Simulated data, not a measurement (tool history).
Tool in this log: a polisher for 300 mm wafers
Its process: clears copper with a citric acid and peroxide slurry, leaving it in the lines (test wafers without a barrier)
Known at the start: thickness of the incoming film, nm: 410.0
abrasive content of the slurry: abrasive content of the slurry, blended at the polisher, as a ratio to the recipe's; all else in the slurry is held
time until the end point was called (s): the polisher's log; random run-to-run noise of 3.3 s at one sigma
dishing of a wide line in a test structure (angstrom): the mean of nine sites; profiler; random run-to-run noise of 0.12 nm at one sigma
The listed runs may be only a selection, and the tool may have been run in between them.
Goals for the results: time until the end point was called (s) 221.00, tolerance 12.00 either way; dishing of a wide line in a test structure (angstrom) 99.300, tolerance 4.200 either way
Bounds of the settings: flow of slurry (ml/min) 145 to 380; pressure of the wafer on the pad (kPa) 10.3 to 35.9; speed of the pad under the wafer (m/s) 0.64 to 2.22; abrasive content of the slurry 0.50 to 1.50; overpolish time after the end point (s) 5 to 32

run	hour	flow of slurry (ml/min)	pressure of the wafer on the pad (kPa)	speed of the pad under the wafer (m/s)	abrasive content of the slurry	overpolish time after the end point (s)	time until the end point was called (s)	dishing of a wide line in a test structure (angstrom)
1	0.0	245	22.8	1.42	1.00	16	115.27	334.890
2	4.3	240	19.3	1.32	1.00	13	141.72	252.810
3	7.4	235	16.5	1.22	1.00	11	176.78	180.500
4	14.6	235	16.5	1.22	1.00	16	178.08	244.780
5	19.5	235	16.5	1.22	0.85	16	180.42	238.290
6	22.6	210	16.5	1.16	0.75	13	195.72	188.540
# hour 24.0: slurry nozzle cleaned
7	24.0	190	15.9	1.14	0.70	11	206.22	157.590
8	26.1	175	15.2	1.16	0.65	9	218.24	127.950
9	31.9	175	14.5	1.18	0.65	8	226.75	110.060
10	33.7	175	14.5	1.26	0.65	6	210.73	89.462

Exactly one of the 4 candidate moves below puts every result within its allowed miss. Which one?
A	35.5	180	16.5	0.98	0.80	7	?	?
B	35.5	195	15.2	0.98	0.80	8	?	?
C	35.5	175	13.8	1.26	0.65	6	?	?
D	35.5	170	14.5	1.28	0.60	6	?	?

move	time until the end point was called (s)	dishing of a wide line in a test structure (angstrom)
A	218.42	99.560
B	234.34	105.360
C	223.76	84.192
D	216.16	86.991
A: every result lands within tolerance
B: pushes the last run's worst result past its target
C: lands further from the targets than the last run did
D: lands further from the targets than the last run did
So the answer is move A, the one that meets all the targets.
